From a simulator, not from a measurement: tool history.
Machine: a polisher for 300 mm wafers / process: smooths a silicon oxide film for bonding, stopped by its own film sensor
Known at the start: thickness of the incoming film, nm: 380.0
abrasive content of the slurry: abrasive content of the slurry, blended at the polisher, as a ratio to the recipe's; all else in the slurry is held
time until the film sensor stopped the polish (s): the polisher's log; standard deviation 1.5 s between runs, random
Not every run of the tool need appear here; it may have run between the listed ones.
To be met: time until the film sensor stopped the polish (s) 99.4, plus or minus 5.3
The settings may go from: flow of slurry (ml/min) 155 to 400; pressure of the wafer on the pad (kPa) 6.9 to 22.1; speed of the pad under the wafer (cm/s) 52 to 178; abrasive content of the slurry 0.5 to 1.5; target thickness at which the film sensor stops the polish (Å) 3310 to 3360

| run | hour | flow of slurry (ml/min) | pressure of the wafer on the pad (kPa) | speed of the pad under the wafer (cm/s) | abrasive content of the slurry | target thickness at which the film sensor stops the polish (Å) | time until the film sensor stopped the polish (s) |
|---|---|---|---|---|---|---|---|
| 1 | 0 | 255 | 14.5 | 114 | 1 | 3310 | 57.784 |
| 2 | 2.5 | 255 | 14.5 | 114 | 1.1 | 3310 | 55.543 |
| 3 | 4.8 | 255 | 14.5 | 114 | 1.1 | 3360 | 49.554 |
| 4 | 8.3 | 255 | 14.5 | 114 | 1.1 | 3360 | 50.466 |
| 5 | 13.1 | 255 | 13.8 | 110 | 1.1 | 3360 | 54.026 |
| 6 | 14.5 | 255 | 13.1 | 106 | 1.1 | 3360 | 57.496 |
| 7 | 23.5 | 255 | 12.4 | 102 | 1.1 | 3360 | 60.7 |
| 8 | 29.5 | 255 | 8.3 | 74 | 1.05 | 3350 | 108.99 |

5 candidate next runs follow, results not yet known. Just one meets every target within its allowed miss. Identify it.
| A | 35.5 | 270 | 8.3 | 80 | 1 | 3310 | ? |
| B | 35.5 | 265 | 8.3 | 86 | 0.95 | 3360 | ? |
| C | 35.5 | 245 | 9 | 66 | 1.1 | 3320 | ? |
| D | 35.5 | 215 | 8.3 | 90 | 0.85 | 3310 | ? |
| E | 35.5 | 235 | 10.3 | 72 | 0.85 | 3310 | ? |

| move | time until the film sensor stopped the polish (s) |
|---|---|
| A | 114.96 |
| B | 100.93 |
| C | 114.6 |
| D | 116.29 |
| E | 108.8 |
A: misses by more than the last run did
B: each result inside its tolerance
C: misses by more than the last run did
D: misses by more than the last run did
E: no better and no worse than the last run
Correct choice: B, which meets every target

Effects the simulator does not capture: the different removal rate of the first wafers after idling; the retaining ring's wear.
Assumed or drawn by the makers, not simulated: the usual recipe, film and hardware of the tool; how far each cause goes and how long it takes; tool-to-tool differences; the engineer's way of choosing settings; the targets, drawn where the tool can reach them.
